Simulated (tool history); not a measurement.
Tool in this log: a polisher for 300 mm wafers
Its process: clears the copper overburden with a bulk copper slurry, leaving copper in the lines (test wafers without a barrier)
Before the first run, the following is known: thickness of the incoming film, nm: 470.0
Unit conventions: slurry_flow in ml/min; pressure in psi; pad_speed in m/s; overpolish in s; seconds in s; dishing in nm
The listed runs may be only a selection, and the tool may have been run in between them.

run,hour,slurry_flow,pressure,pad_speed,slurry_solids,overpolish,seconds,dishing
1,0.0,130,2.1,0.86,1.0,14,65.335,55.398
2,5.8,130,2.1,1.06,1.0,14,52.523,64.235
3,14.0,130,2.1,1.06,1.0,8,53.624,41.745
4,21.3,125,2.0,1.06,1.0,9,56.909,44.191
5,23.5,120,1.9,1.06,1.0,10,59.852,44.795
6,31.7,120,1.9,1.06,1.0,14,59.908,58.294
7,37.2,95,1.3,1.04,1.0,18,93.396,49.098
8,43.6,100,1.3,1.04,1.0,18,91.680,49.006
9,46.5,105,1.3,1.04,1.0,18,91.859,48.974
10,53.8,110,1.3,1.04,1.0,18,90.210,50.756
11,60.2,110,1.3,1.04,1.0,18,90.704,48.949

Run 12, settings as shown, results not yet in. Your forecast:
12,66.0,140,1.4,1.04,1.0,19,?,?

{"run 12": {"seconds": 79.066, "dishing": 58.284}}

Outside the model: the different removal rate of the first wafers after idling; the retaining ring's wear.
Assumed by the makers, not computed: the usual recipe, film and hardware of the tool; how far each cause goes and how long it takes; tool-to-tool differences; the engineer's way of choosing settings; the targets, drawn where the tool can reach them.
